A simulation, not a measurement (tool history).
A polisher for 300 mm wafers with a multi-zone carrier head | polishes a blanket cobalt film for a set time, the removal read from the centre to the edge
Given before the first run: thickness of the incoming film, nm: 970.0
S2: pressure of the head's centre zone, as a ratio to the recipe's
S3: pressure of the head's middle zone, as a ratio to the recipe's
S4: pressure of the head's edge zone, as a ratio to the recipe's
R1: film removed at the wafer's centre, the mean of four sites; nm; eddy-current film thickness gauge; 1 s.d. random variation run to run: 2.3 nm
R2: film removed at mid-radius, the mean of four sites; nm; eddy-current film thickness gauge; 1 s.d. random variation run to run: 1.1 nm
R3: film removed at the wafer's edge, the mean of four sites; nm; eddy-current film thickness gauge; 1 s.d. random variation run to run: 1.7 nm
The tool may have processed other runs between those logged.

Run 1, hour 0.0: flow of slurry (ml/min) 310, S2 1.00, S3 1.00, S4 1.00, polishing time (s) 76. Result: R1 220.62 nm, R2 216.77 nm, R3 222.83 nm.
Run 2, hour 3.7: flow of slurry (ml/min) 310, S2 0.98, S3 0.99, S4 0.97, polishing time (s) 71. Result: R1 202.85 nm, R2 202.46 nm, R3 207.87 nm.
Run 3, hour 12.6: flow of slurry (ml/min) 310, S2 0.94, S3 0.99, S4 0.97, polishing time (s) 71. Result: R1 198.77 nm, R2 199.75 nm, R3 205.47 nm.
Run 4, hour 13.6: flow of slurry (ml/min) 310, S2 0.86, S3 0.99, S4 0.97, polishing time (s) 71. Result: R1 177.07 nm, R2 200.13 nm, R3 204.18 nm.
Run 5, hour 17.3: flow of slurry (ml/min) 310, S2 0.86, S3 0.99, S4 1.03, polishing time (s) 71. Result: R1 177.05 nm, R2 201.93 nm, R3 214.54 nm.
Run 6, hour 21.4: flow of slurry (ml/min) 310, S2 0.86, S3 1.05, S4 1.03, polishing time (s) 71. Result: R1 179.83 nm, R2 210.82 nm, R3 209.30 nm.
At hour 23.8: worn pad replaced by a new one.
Run 7, hour 23.8: flow of slurry (ml/min) 310, S2 0.87, S3 1.03, S4 0.99, polishing time (s) 67. Result: R1 187.54 nm, R2 214.73 nm, R3 215.97 nm.

What will run 8 give?
Run 8, hour 31.8: flow of slurry (ml/min) 280, S2 0.88, S3 1.00, S4 0.95, polishing time (s) 59. Result: R1 ?, R2 ?, R3 ?.

{"run 8": {"R1": 165.17, "R2": 183.79, "R3": 182.36}}
